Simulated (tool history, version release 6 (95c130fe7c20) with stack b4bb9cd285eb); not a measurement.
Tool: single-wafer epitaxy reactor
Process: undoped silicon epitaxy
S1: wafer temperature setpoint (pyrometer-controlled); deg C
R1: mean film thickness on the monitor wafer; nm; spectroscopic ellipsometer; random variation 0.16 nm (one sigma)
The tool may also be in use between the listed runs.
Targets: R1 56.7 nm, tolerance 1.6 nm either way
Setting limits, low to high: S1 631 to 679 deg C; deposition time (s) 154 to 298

{"run": 1, "hour": 0.0, "S1": 655, "deposition time (s)": 226, "R1": 39.986}
{"run": 2, "hour": 6.9, "S1": 659, "deposition time (s)": 227, "R1": 43.351}
{"run": 3, "hour": 14.9, "S1": 663, "deposition time (s)": 227, "R1": 47.249}
{"run": 4, "hour": 19.5, "S1": 663, "deposition time (s)": 256, "R1": 53.09}
{"hour": 26.1, "done": "pyrometer calibrated"}
{"run": 5, "hour": 26.1, "S1": 657, "deposition time (s)": 256, "R1": 51.525}
{"run": 6, "hour": 35.0, "S1": 650, "deposition time (s)": 256, "R1": 44.696}
{"run": 7, "hour": 42.5, "S1": 653, "deposition time (s)": 257, "R1": 47.572}
{"run": 8, "hour": 43.3, "S1": 656, "deposition time (s)": 257, "R1": 50.552}
{"run": 9, "hour": 47.0, "S1": 658, "deposition time (s)": 257, "R1": 52.804}
{"run": 10, "hour": 49.8, "S1": 659, "deposition time (s)": 257, "R1": 53.91}

Exercise: of the 5 proposed moves below, exactly one satisfies all targets within the stated allowed misses. Which move is it?
{"run": "A", "hour": 52.6, "S1": 661, "deposition time (s)": 271, "R1": "?"}
{"run": "B", "hour": 52.6, "S1": 661, "deposition time (s)": 258, "R1": "?"}
{"run": "C", "hour": 52.6, "S1": 663, "deposition time (s)": 268, "R1": "?"}
{"run": "D", "hour": 52.6, "S1": 664, "deposition time (s)": 261, "R1": "?"}
{"run": "E", "hour": 52.6, "S1": 660, "deposition time (s)": 242, "R1": "?"}

move=A R1=59.334
move=B R1=56.487
move=C R1=61.081
move=D R1=60.688
move=E R1=51.928
A: the result that was furthest off in the last run now lies on the other side of its target
B: every result lands within tolerance
C: the result that was furthest off in the last run now lies on the other side of its target
D: the result that was furthest off in the last run now lies on the other side of its target
E: its largest miss is bigger than the last run's
Move B is the one to make.

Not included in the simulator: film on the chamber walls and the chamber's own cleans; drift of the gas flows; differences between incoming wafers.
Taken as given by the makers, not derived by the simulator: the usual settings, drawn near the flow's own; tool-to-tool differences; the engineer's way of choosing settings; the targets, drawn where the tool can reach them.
